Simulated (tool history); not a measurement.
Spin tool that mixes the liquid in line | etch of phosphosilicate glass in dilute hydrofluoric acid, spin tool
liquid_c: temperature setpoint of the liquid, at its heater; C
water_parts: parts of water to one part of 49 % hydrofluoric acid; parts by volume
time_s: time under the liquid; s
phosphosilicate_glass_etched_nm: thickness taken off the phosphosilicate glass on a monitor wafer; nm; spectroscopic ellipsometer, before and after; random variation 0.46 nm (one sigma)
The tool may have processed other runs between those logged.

run,hour,liquid_c,water_parts,time_s,phosphosilicate_glass_etched_nm
1,0,24,40,15,44.277
2,1.7,24,40,15,45.38
3,9.2,24,55,15,32.46
4,12.2,24,65,15,27.301
5,15.9,24,70,15,24.84
6,19.1,26.5,65,15,30.099
7,25.6,28,60,15,33.963

For run 8, what comes out?
8,31.3,31.5,45,15,?

{"run 8": {"phosphosilicate_glass_etched_nm": 53.924}}
